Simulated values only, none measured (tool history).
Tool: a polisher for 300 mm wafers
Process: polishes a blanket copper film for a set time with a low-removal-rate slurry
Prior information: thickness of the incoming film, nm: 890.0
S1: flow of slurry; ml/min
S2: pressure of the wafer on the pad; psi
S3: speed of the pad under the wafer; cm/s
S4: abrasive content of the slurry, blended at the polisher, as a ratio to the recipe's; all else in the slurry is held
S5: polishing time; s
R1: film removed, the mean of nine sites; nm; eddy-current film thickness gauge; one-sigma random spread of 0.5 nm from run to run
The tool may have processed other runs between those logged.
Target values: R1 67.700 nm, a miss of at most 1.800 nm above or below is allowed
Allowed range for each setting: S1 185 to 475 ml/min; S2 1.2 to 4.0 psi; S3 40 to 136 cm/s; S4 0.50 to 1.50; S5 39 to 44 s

| run | hour | S1 | S2 | S3 | S4 | S5 | R1 |
|---|---|---|---|---|---|---|---|
| 1 | 0.0 | 305 | 2.6 | 88 | 1.00 | 44 | 85.213 |
| 2 | 7.0 | 305 | 2.5 | 88 | 1.00 | 44 | 82.749 |
| 3 | 11.4 | 305 | 3.1 | 88 | 1.00 | 44 | 98.338 |
| 4 | 15.9 | 305 | 3.1 | 102 | 1.00 | 44 | 113.250 |
| 5 | 24.5 | 305 | 3.1 | 88 | 1.00 | 44 | 97.546 |
| 6 | 27.8 | 305 | 3.1 | 88 | 0.85 | 44 | 93.709 |
| 7 | 31.5 | 305 | 2.9 | 88 | 0.85 | 44 | 88.892 |
| 8 | 35.5 | 300 | 2.2 | 86 | 0.85 | 44 | 69.957 |

5 candidate next runs follow, results not yet known. Just one meets every target within its allowed miss. Identify it.
| A | 39.5 | 325 | 2.5 | 84 | 0.75 | 43 | ? |
| B | 39.5 | 295 | 2.3 | 88 | 0.85 | 44 | ? |
| C | 39.5 | 380 | 2.5 | 76 | 1.05 | 43 | ? |
| D | 39.5 | 280 | 1.9 | 96 | 0.85 | 43 | ? |
| E | 39.5 | 375 | 2.2 | 92 | 1.00 | 40 | ? |

| move | R1 |
|---|---|
| A | 73.173 |
| B | 74.979 |
| C | 71.992 |
| D | 68.949 |
| E | 72.251 |
A: moves away from the targets compared with the last run
B: moves away from the targets compared with the last run
C: moves away from the targets compared with the last run
D: every result lands within tolerance
E: moves away from the targets compared with the last run
D is the move that brings every result within its allowed miss.
